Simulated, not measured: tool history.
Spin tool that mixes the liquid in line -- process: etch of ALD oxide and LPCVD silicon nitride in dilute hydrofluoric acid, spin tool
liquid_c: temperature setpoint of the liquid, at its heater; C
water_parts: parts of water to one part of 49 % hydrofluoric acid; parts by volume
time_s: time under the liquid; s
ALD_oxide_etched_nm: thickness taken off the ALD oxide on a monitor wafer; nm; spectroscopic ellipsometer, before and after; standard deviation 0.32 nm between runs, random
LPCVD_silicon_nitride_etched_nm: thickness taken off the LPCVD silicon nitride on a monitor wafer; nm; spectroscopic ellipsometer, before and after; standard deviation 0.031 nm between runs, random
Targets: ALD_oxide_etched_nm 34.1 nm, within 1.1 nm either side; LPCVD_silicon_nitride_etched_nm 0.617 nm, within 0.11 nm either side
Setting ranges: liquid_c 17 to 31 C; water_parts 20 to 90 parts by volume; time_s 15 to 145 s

| run | day | liquid_c | water_parts | time_s | ALD_oxide_etched_nm | LPCVD_silicon_nitride_etched_nm |
|---|---|---|---|---|---|---|
| 1 | 0 | 23 | 50 | 75 | 49.382 | 0.67227 |
| 2 | 0.354 | 23 | 35 | 75 | 70.54 | 1.0393 |
| 3 | 0.392 | 23 | 35 | 90 | 83.787 | 1.1728 |
| 4 | 0.679 | 23.5 | 40 | 90 | 74.181 | 1.0088 |
| 5 | 0.812 | 24.5 | 45 | 85 | 65.241 | 0.9719 |
| 6 | 0.962 | 24.5 | 45 | 110 | 84.383 | 1.2903 |
| 7 | 1.283 | 25 | 55 | 110 | 69.744 | 1.0908 |
| 8 | 1.329 | 25 | 60 | 110 | 62.67 | 1.066 |
| 9 | 1.358 | 21 | 80 | 115 | 41.41 | 0.55145 |
|  | 1.4 | hydrofluoric acid flow meter replaced |
| 10 | 1.4 | 22 | 80 | 115 | 38.693 | 0.5629 |
| 11 | 1.762 | 26 | 85 | 115 | 42.533 | 0.70633 |

Next run, 5 choices. One meets every target within its allowed miss, the rest don't. Which?
| A | 2.125 | 29.5 | 90 | 85 | ? | ? |
| B | 2.125 | 17 | 45 | 115 | ? | ? |
| C | 2.125 | 27 | 90 | 110 | ? | ? |
| D | 2.125 | 31 | 90 | 70 | ? | ? |
| E | 2.125 | 25.5 | 90 | 135 | ? | ? |

| move | ALD_oxide_etched_nm | LPCVD_silicon_nitride_etched_nm |
|---|---|---|
| A | 34.194 | 0.61717 |
| B | 58.802 | 0.7108 |
| C | 40.198 | 0.68064 |
| D | 29.8 | 0.55859 |
| E | 46.522 | 0.75772 |
A: meets every target
B: the biggest miss grows against the last run
C: nearer than the last run, and not there yet
D: takes the result that was furthest off past its target
E: the biggest miss grows against the last run
Correct choice: A, which meets every target
